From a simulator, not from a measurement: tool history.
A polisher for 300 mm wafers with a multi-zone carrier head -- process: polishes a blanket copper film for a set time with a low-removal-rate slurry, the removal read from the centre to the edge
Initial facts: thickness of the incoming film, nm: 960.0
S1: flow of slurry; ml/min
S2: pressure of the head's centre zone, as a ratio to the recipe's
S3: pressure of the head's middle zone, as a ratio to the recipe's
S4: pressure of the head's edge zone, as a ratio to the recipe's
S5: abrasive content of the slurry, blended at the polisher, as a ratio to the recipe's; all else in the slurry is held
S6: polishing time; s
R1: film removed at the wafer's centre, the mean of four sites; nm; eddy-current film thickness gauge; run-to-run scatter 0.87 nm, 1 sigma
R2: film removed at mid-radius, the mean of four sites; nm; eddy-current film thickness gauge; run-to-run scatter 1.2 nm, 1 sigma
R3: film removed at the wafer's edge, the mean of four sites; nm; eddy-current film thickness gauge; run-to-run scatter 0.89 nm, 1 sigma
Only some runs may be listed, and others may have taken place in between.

run,day,S1,S2,S3,S4,S5,S6,R1,R2,R3
1,0.000,225,1.00,1.00,1.00,1.0,44,72.077,71.341,70.416
2,0.117,225,1.00,1.00,1.00,1.0,36,59.442,58.271,58.393
3,0.179,225,1.00,1.00,0.97,1.0,36,59.509,58.073,56.778
4,0.417,225,0.93,1.00,0.97,1.0,36,54.918,59.460,56.801
5,0.583,225,0.90,1.00,0.97,1.0,36,53.706,58.875,57.086
6,0.775,225,0.90,1.00,0.92,1.0,36,53.444,59.412,56.593
7,0.842,235,0.94,1.02,0.92,1.1,38,59.682,66.723,59.931

What will run 8 give?
8,0.867,240,0.98,1.02,0.95,1.2,40,?,?,?

{"run 8": {"R1": 66.63, "R2": 71.051, "R3": 64.919}}

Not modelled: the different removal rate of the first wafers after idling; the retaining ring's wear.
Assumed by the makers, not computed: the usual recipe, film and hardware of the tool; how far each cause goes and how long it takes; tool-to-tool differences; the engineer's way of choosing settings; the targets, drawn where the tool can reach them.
